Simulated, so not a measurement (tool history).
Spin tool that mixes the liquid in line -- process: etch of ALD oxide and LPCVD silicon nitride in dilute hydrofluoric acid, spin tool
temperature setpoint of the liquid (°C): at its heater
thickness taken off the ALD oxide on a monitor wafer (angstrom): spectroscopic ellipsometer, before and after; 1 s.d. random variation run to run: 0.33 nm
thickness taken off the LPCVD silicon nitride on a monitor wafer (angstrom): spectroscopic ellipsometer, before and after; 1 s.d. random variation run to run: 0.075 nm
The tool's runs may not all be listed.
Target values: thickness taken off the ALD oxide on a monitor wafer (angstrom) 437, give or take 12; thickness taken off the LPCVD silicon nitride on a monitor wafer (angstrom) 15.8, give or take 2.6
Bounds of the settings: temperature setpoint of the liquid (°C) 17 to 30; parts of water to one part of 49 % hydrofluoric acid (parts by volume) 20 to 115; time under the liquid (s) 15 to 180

| run | day | temperature setpoint of the liquid (°C) | parts of water to one part of 49 % hydrofluoric acid (parts by volume) | time under the liquid (s) | thickness taken off the ALD oxide on a monitor wafer (angstrom) | thickness taken off the LPCVD silicon nitride on a monitor wafer (angstrom) |
|---|---|---|---|---|---|---|
| 1 | 0 | 22 | 65 | 90 | 161.93 | 5.1905 |
| 2 | 0.317 | 24 | 65 | 90 | 180.45 | 6.041 |
| 3 | 0.542 | 22 | 65 | 90 | 161.43 | 5.2178 |
| 4 | 0.696 | 23.5 | 60 | 90 | 189.46 | 6.081 |
| 5 | 1.054 | 25.5 | 60 | 90 | 204.7 | 7.2668 |
| 6 | 1.233 | 25.5 | 60 | 50 | 114.59 | 4.5262 |
| 7 | 1.321 | 26 | 50 | 55 | 154.16 | 6.0651 |
| 8 | 1.558 | 26.5 | 45 | 60 | 194.7 | 6.6718 |
| 9 | 1.604 | 27 | 40 | 60 | 227.43 | 7.7707 |
| 10 | 1.812 | 27.5 | 35 | 60 | 264.18 | 8.9739 |
| 11 | 2.112 | 28 | 30 | 60 | 320.03 | 11.024 |
| 12 | 2.158 | 28.5 | 30 | 60 | 322.02 | 11.594 |
| 13 | 2.35 | 29 | 30 | 60 | 330.37 | 12.487 |
| 14 | 2.375 | 29.5 | 25 | 60 | 408.87 | 15.229 |

Consider the 4 candidate settings below. Which is the only one whose results all fall within their allowed miss of target?
| A | 2.4 | 27.5 | 25 | 70 | ? | ? |
| B | 2.4 | 23.5 | 20 | 60 | ? | ? |
| C | 2.4 | 29 | 30 | 75 | ? | ? |
| D | 2.4 | 30 | 30 | 70 | ? | ? |

| move | thickness taken off the ALD oxide on a monitor wafer (angstrom) | thickness taken off the LPCVD silicon nitride on a monitor wafer (angstrom) |
|---|---|---|
| A | 431.48 | 15.765 |
| B | 394.1 | 12.762 |
| C | 406.38 | 15.635 |
| D | 394.83 | 15.581 |
A: all results land within tolerance of their targets
B: its largest miss is bigger than the last run's
C: its largest miss is bigger than the last run's
D: its largest miss is bigger than the last run's
A is the move that brings every result within its allowed miss.

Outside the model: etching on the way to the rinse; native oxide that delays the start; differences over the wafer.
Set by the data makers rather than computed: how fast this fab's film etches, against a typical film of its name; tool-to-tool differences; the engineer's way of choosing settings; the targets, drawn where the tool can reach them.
